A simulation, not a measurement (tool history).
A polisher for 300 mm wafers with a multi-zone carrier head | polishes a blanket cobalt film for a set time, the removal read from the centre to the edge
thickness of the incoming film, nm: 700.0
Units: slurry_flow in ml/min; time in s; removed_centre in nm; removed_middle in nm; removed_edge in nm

{"run": 1, "hour": 0.0, "slurry_flow": 175, "centre_zone": 1.0, "middle_zone": 1.0, "edge_zone": 1.0, "time": 88, "removed_centre": 238.77, "removed_middle": 245.42, "removed_edge": 233.44}
{"run": 2, "hour": 6.9, "slurry_flow": 180, "centre_zone": 1.02, "middle_zone": 1.03, "edge_zone": 1.01, "time": 92, "removed_centre": 252.62, "removed_middle": 262.32, "removed_edge": 260.47}
{"run": 3, "hour": 15.7, "slurry_flow": 180, "centre_zone": 1.03, "middle_zone": 1.03, "edge_zone": 0.98, "time": 97, "removed_centre": 269.54, "removed_middle": 279.85, "removed_edge": 260.18}
{"run": 4, "hour": 20.4, "slurry_flow": 180, "centre_zone": 1.03, "middle_zone": 1.03, "edge_zone": 1.07, "time": 97, "removed_centre": 275.98, "removed_middle": 273.62, "removed_edge": 274.56}
{"run": 5, "hour": 24.4, "slurry_flow": 180, "centre_zone": 1.03, "middle_zone": 1.03, "edge_zone": 1.07, "time": 88, "removed_centre": 243.91, "removed_middle": 250.82, "removed_edge": 245.21}
{"run": 6, "hour": 29.3, "slurry_flow": 190, "centre_zone": 1.06, "middle_zone": 1.05, "edge_zone": 1.04, "time": 92, "removed_centre": 270.71, "removed_middle": 259.46, "removed_edge": 257.93}

What does the tool deliver on the next run?
{"run": 7, "hour": 36.2, "slurry_flow": 190, "centre_zone": 1.07, "middle_zone": 1.07, "edge_zone": 1.0, "time": 96, "removed_centre": "?", "removed_middle": "?", "removed_edge": "?"}

{"run 7": {"removed_centre": 281.76, "removed_middle": 283.54, "removed_edge": 266.98}}

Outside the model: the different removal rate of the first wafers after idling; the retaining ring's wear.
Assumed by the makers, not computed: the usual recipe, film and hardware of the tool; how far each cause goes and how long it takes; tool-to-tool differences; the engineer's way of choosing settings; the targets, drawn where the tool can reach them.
